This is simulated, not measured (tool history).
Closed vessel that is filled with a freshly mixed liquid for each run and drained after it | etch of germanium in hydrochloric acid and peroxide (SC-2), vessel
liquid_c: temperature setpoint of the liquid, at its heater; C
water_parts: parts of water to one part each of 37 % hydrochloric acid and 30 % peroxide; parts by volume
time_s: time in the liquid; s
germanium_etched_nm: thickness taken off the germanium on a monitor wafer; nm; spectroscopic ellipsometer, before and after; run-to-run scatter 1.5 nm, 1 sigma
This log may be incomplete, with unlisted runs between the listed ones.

run	hour	liquid_c	water_parts	time_s	germanium_etched_nm
1	0.0	56.0	7.0	85	288.38
2	1.7	56.0	7.0	85	288.23
3	8.1	51.5	7.0	85	248.56
4	15.4	51.5	8.0	85	249.42
5	23.0	53.5	8.0	85	264.71
6	24.1	53.5	8.0	85	265.35
7	26.4	55.5	8.0	85	281.20
8	33.3	57.5	8.0	85	299.10
9	35.7	59.0	8.0	85	311.95
10	43.0	60.5	8.0	85	326.23
11	44.2	68.5	8.0	85	408.48

Predict the results of run 12:
12	45.1	69.0	8.0	85	?

{"run 12": {"germanium_etched_nm": 415.88}}
